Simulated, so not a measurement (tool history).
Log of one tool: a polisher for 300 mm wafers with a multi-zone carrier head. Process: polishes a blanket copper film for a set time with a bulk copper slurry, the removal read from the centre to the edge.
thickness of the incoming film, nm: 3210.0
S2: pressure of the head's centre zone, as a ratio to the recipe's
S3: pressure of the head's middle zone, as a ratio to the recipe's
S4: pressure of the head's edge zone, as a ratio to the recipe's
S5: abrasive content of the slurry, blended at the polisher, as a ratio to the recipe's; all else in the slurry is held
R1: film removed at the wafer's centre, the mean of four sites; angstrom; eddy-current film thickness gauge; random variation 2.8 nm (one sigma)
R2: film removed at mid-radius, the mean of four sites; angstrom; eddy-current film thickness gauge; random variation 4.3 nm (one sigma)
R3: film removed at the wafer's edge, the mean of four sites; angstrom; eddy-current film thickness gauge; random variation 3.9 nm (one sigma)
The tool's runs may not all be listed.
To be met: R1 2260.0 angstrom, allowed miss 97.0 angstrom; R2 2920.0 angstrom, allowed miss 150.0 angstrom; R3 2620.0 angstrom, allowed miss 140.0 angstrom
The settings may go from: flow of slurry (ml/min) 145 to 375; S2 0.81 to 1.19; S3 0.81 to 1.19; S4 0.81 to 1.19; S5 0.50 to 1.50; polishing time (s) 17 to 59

{"run": 1, "hour": 0.0, "flow of slurry (ml/min)": 240, "S2": 1.0, "S3": 1.0, "S4": 1.0, "S5": 1.0, "polishing time (s)": 38, "R1": 3468.1, "R2": 3325.0, "R3": 3297.9}
{"run": 2, "hour": 4.3, "flow of slurry (ml/min)": 240, "S2": 0.98, "S3": 1.01, "S4": 1.0, "S5": 0.95, "polishing time (s)": 38, "R1": 3262.8, "R2": 3307.7, "R3": 3294.1}
{"run": 3, "hour": 12.5, "flow of slurry (ml/min)": 205, "S2": 0.98, "S3": 1.01, "S4": 1.0, "S5": 0.95, "polishing time (s)": 38, "R1": 3255.5, "R2": 3269.6, "R3": 3187.1}
{"run": 4, "hour": 13.5, "flow of slurry (ml/min)": 200, "S2": 0.97, "S3": 1.02, "S4": 0.99, "S5": 0.9, "polishing time (s)": 38, "R1": 3175.0, "R2": 3271.0, "R3": 3230.0}
{"run": 5, "hour": 19.6, "flow of slurry (ml/min)": 200, "S2": 0.96, "S3": 1.03, "S4": 0.98, "S5": 0.9, "polishing time (s)": 37, "R1": 3033.0, "R2": 3150.5, "R3": 3085.3}
{"run": 6, "hour": 20.5, "flow of slurry (ml/min)": 200, "S2": 0.95, "S3": 1.04, "S4": 0.97, "S5": 0.85, "polishing time (s)": 37, "R1": 2904.2, "R2": 3132.2, "R3": 3065.1}
{"run": 7, "hour": 28.3, "flow of slurry (ml/min)": 200, "S2": 0.95, "S3": 1.05, "S4": 0.96, "S5": 0.85, "polishing time (s)": 37, "R1": 2946.7, "R2": 3107.3, "R3": 3001.7}
{"run": 8, "hour": 33.0, "flow of slurry (ml/min)": 200, "S2": 0.95, "S3": 1.05, "S4": 0.96, "S5": 0.85, "polishing time (s)": 37, "R1": 2913.3, "R2": 3203.3, "R3": 2969.5}
{"run": 9, "hour": 33.7, "flow of slurry (ml/min)": 200, "S2": 0.94, "S3": 1.05, "S4": 0.95, "S5": 0.85, "polishing time (s)": 37, "R1": 2934.0, "R2": 3160.2, "R3": 2998.7}
{"run": 10, "hour": 40.0, "flow of slurry (ml/min)": 200, "S2": 0.93, "S3": 1.06, "S4": 0.95, "S5": 0.8, "polishing time (s)": 37, "R1": 2780.9, "R2": 3117.4, "R3": 2879.5}
{"run": 11, "hour": 42.3, "flow of slurry (ml/min)": 200, "S2": 0.92, "S3": 1.06, "S4": 0.95, "S5": 0.8, "polishing time (s)": 37, "R1": 2833.4, "R2": 3120.6, "R3": 2920.7}
{"run": 12, "hour": 50.0, "flow of slurry (ml/min)": 195, "S2": 0.91, "S3": 1.07, "S4": 0.95, "S5": 0.75, "polishing time (s)": 37, "R1": 2672.3, "R2": 2984.3, "R3": 2815.3}
{"run": 13, "hour": 53.9, "flow of slurry (ml/min)": 195, "S2": 0.91, "S3": 1.07, "S4": 0.95, "S5": 0.75, "polishing time (s)": 37, "R1": 2702.7, "R2": 3084.8, "R3": 2861.6}
{"hour": 59.8, "done": "worn pad replaced by a new one"}
{"run": 14, "hour": 59.8, "flow of slurry (ml/min)": 195, "S2": 0.9, "S3": 1.07, "S4": 0.95, "S5": 0.75, "polishing time (s)": 37, "R1": 2819.8, "R2": 3282.5, "R3": 2985.4}

4 next moves are on the table. One of them brings every result within its allowed miss. Which?
{"run": "A", "hour": 65.7, "flow of slurry (ml/min)": 205, "S2": 0.87, "S3": 1.17, "S4": 1.04, "S5": 1.35, "polishing time (s)": 25, "R1": "?", "R2": "?", "R3": "?"}
{"run": "B", "hour": 65.7, "flow of slurry (ml/min)": 165, "S2": 0.81, "S3": 0.95, "S4": 1.09, "S5": 0.8, "polishing time (s)": 40, "R1": "?", "R2": "?", "R3": "?"}
{"run": "C", "hour": 65.7, "flow of slurry (ml/min)": 190, "S2": 1.16, "S3": 0.94, "S4": 0.92, "S5": 1.1, "polishing time (s)": 29, "R1": "?", "R2": "?", "R3": "?"}
{"run": "D", "hour": 65.7, "flow of slurry (ml/min)": 250, "S2": 1.15, "S3": 1.04, "S4": 0.85, "S5": 0.8, "polishing time (s)": 38, "R1": "?", "R2": "?", "R3": "?"}

move=A R1=2252.7 R2=2941.6 R3=2608.0
move=B R1=2759.8 R2=3284.7 R3=3554.9
move=C R1=3246.7 R2=2658.9 R3=2686.0
move=D R1=3916.0 R2=3495.9 R3=3125.2
A: meets every target
B: further off than the last run
C: further off than the last run
D: further off than the last run
Move A is the one to make.
